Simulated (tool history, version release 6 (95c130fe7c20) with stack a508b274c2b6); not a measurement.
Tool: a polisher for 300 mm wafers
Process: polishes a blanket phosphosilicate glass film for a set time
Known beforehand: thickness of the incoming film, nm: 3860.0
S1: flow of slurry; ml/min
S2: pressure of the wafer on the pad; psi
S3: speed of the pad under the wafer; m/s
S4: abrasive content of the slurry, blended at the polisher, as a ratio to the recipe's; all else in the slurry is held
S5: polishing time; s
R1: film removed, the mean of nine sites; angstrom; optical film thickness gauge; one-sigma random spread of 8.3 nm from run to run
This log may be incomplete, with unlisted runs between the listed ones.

run	hour	S1	S2	S3	S4	S5	R1
1	0.0	160	4.0	1.22	1.0	42	5351.6
2	4.5	160	4.3	1.22	1.0	42	5760.2
3	13.1	160	4.3	1.38	1.0	42	6201.1
4	17.4	160	4.3	1.38	0.8	42	5651.9
5	22.8	160	4.3	1.08	0.8	42	4544.1
6	26.0	160	4.3	1.08	0.8	42	4553.1
7	34.8	160	4.7	1.08	0.8	42	4934.9
8	43.6	160	4.7	1.08	0.8	42	5035.6
9	51.7	160	5.0	1.08	0.8	42	5389.5

What will run 10 give?
10	58.8	160	5.3	1.08	0.8	42	?

Run 10 came out at R1 5688.3 angstrom.
